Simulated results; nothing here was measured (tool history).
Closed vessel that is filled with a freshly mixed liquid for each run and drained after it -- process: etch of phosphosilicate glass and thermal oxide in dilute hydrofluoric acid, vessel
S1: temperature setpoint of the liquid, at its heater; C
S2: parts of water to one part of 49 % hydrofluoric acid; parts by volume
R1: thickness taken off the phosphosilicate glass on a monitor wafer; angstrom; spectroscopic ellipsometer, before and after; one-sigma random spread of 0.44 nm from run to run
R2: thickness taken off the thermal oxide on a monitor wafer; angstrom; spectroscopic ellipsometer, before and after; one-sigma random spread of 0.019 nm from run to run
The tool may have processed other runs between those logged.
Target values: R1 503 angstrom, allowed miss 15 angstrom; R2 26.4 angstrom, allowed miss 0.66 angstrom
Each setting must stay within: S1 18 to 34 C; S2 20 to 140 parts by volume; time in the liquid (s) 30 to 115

Run 1, hour 0: S1 26 C, S2 75 parts by volume, time in the liquid (s) 60. Result: R1 745.31 angstrom, R2 39.535 angstrom.
Run 2, hour 1.1: S1 26 C, S2 90 parts by volume, time in the liquid (s) 60. Result: R1 612.35 angstrom, R2 32.273 angstrom.
Run 3, hour 7.2: S1 26 C, S2 90 parts by volume, time in the liquid (s) 45. Result: R1 458.77 angstrom, R2 24.115 angstrom.
Run 4, hour 8.8: S1 26 C, S2 70 parts by volume, time in the liquid (s) 45. Result: R1 604.61 angstrom, R2 31.807 angstrom.
Run 5, hour 10: S1 25.5 C, S2 70 parts by volume, time in the liquid (s) 45. Result: R1 597.52 angstrom, R2 31.063 angstrom.
Run 6, hour 17.1: S1 25.5 C, S2 70 parts by volume, time in the liquid (s) 30. Result: R1 396.05 angstrom, R2 20.729 angstrom.
Run 7, hour 23.2: S1 26 C, S2 70 parts by volume, time in the liquid (s) 30. Result: R1 406.68 angstrom, R2 20.874 angstrom.
Run 8, hour 26.9: S1 26.5 C, S2 70 parts by volume, time in the liquid (s) 30. Result: R1 408.15 angstrom, R2 21.612 angstrom.
Run 9, hour 29.6: S1 26.5 C, S2 70 parts by volume, time in the liquid (s) 30. Result: R1 419.65 angstrom, R2 21.308 angstrom.
Run 10, hour 36.8: S1 26 C, S2 70 parts by volume, time in the liquid (s) 30. Result: R1 405.16 angstrom, R2 21.286 angstrom.
Run 11, hour 45.2: S1 27 C, S2 70 parts by volume, time in the liquid (s) 30. Result: R1 416.48 angstrom, R2 22.048 angstrom.

4 next moves are on the table. One of them brings every result within its allowed miss. Which?
Run A, hour 53.6: S1 29.5 C, S2 80 parts by volume, time in the liquid (s) 40. Result: R1 ?, R2 ?.
Run B, hour 53.6: S1 27 C, S2 65 parts by volume, time in the liquid (s) 35. Result: R1 ?, R2 ?.
Run C, hour 53.6: S1 24.5 C, S2 60 parts by volume, time in the liquid (s) 35. Result: R1 ?, R2 ?.
Run D, hour 53.6: S1 27 C, S2 85 parts by volume, time in the liquid (s) 45. Result: R1 ?, R2 ?.

move      R1      R2
   A  534.99  27.994
   B  533.87  27.935
   C  526.67  27.558
   D  510.68  26.722
A: pushes the last run's worst result past its target
B: pushes the last run's worst result past its target
C: pushes the last run's worst result past its target
D: hits every target within its allowed miss
D is the move that brings every result within its allowed miss.
